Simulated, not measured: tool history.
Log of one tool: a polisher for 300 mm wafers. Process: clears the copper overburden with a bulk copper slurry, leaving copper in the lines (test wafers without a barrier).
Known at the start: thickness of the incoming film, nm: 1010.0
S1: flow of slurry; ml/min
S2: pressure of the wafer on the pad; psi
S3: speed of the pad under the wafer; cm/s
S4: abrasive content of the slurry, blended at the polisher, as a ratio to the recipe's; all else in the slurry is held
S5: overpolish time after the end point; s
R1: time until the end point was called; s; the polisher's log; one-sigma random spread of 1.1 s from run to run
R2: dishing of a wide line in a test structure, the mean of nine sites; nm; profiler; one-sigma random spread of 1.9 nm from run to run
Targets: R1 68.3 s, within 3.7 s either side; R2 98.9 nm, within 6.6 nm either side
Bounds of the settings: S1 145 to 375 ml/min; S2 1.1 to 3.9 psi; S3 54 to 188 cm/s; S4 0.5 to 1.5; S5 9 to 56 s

run    day   S1   S2   S3   S4  S5      R1      R2
  1      0  240  2.5  120    1  29  100.07  88.478
  2  0.325  240  2.5  140    1  29  86.295  95.104
  3  0.558  240  2.1  140    1  29  102.82  85.999
  4  0.808  240  2.1  140  0.9  29  105.95  85.149
  5  0.871  240  2.7  140  0.9  29  84.405  99.888
  6  1.092  240  2.7  124  0.9  29   96.54  93.869
     1.121  -- slurry nozzle cleaned
  7  1.121  240  2.9  126  0.9  25  85.032  93.595
  8  1.192  240    3  126  0.9  24  81.887  95.953
  9  1.462  240  3.1  126  0.9  22  78.871  95.825
 10  1.771  240  3.2  126  0.9  21  77.134  96.809

Which one of the following 5 next-run settings gets every result inside its allowed miss? There is exactly one.
  A  2.079  230  2.5  144   0.7  49   ?   ?
  B  2.079  295  3.8  122  0.75  22   ?   ?
  C  2.079  260  3.5  146   1.1  28   ?   ?
  D  2.079  275  3.8  120   0.8  45   ?   ?
  E  2.079  230  3.8  136   0.9  31   ?   ?

move      R1      R2
   A  90.432  100.81
   B  68.775  99.972
   C  60.139  106.75
   D  69.705  111.98
   E  61.658  109.51
A: further off than the last run
B: meets every target
C: moves the result that the last run missed by most past its target, out the other side
D: meets the target for the result that was furthest off, but another lies outside its allowed miss
E: moves the result that the last run missed by most past its target, out the other side
The move that meets every target is B.

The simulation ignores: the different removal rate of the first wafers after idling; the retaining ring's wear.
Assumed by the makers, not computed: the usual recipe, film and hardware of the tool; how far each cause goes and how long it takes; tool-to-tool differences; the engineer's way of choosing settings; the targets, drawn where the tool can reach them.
